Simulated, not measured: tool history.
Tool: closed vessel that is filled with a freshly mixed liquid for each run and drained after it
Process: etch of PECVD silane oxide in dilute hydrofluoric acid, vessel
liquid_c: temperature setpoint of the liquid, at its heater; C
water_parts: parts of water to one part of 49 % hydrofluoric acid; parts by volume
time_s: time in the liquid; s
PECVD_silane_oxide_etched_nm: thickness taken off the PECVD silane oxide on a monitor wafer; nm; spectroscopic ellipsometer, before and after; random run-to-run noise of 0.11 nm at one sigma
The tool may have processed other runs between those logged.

| run | hour | liquid_c | water_parts | time_s | PECVD_silane_oxide_etched_nm |
|---|---|---|---|---|---|
| 1 | 0 | 24 | 145 | 30 | 8.622 |
| 2 | 3.5 | 24 | 180 | 30 | 6.6395 |
| 3 | 5.7 | 26.5 | 140 | 30 | 9.8517 |
| 4 | 14 | 26.5 | 140 | 30 | 9.9207 |
| 5 | 16.2 | 28 | 110 | 30 | 13.84 |
| 6 | 17.1 | 28 | 75 | 30 | 21.399 |

Estimate the outcome of run 7 from the log above:
| 7 | 18.2 | 29 | 75 | 30 | ? |

PECVD_silane_oxide_etched_nm: 22.3 nm

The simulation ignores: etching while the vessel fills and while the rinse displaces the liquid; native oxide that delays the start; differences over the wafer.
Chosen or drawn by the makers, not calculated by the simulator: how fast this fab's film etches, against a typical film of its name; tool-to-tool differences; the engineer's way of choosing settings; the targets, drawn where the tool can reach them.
